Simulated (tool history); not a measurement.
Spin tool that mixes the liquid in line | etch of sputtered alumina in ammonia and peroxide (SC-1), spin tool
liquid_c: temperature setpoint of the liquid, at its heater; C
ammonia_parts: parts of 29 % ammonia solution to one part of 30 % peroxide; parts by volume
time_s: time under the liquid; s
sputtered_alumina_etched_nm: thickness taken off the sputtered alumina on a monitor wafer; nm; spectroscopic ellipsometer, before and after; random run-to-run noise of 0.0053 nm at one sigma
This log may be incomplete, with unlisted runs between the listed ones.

run  hour  liquid_c  ammonia_parts  time_s  sputtered_alumina_etched_nm
  1     0        57            0.9      35                       2.4594
  2   4.4        57            0.7      35                       2.3999
  3   7.2        57            0.7      35                       2.3991
  4   9.3        55            0.7      35                       2.1466
  5  14.8        55            0.4      35                       2.0518
  6  17.5      53.5            0.4      35                       1.8661
  7  18.8      53.5            0.4      35                       1.8945
  8  24.8        52            0.4      35                       1.7405
  9  31.7        51            0.4      35                       1.6518

Forecast run 10:
 10  34.7        50            0.4      35                            ?

Run 10 measured sputtered_alumina_etched_nm 1.5583 nm.

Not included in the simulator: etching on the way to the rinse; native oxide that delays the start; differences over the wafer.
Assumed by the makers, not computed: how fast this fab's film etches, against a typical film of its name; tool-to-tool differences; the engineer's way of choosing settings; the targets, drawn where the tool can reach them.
